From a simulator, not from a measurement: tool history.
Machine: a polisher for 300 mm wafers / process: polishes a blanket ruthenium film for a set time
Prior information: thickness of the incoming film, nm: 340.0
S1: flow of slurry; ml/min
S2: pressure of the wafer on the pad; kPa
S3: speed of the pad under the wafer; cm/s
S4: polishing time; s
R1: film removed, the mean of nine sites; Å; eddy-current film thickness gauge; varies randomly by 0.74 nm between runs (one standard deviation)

run,hour,S1,S2,S3,S4,R1
1,0,155,13.1,112,25,317.5
2,4.9,180,13.1,112,25,332.63
3,12.9,160,13.1,112,25,325.01
4,19.4,135,13.1,112,25,305.99
5,27.4,135,13.1,112,25,315.2
6,30.1,140,15.2,114,25,367.44

Run 7 is up next; what results do you expect?
7,34.9,150,16.5,116,25,?

Run 7 produced R1 406.05 Å.
